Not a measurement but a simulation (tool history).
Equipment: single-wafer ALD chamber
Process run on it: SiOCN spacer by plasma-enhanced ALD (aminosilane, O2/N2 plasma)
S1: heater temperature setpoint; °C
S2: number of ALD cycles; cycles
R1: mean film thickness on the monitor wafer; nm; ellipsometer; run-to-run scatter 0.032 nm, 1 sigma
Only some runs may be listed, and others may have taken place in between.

run	day	S1	S2	R1
1	0	375	81	4.847
2	0.296	375	84	4.9705
3	0.55	379	84	4.9514
4	0.929	386	84	4.9274
5	1.183	386	78	4.6304
6	1.292	386	83	4.8409

Run 7, settings as shown, results not yet in. Your forecast:
7	1.425	385	87	?

R1: 5.1342 nm
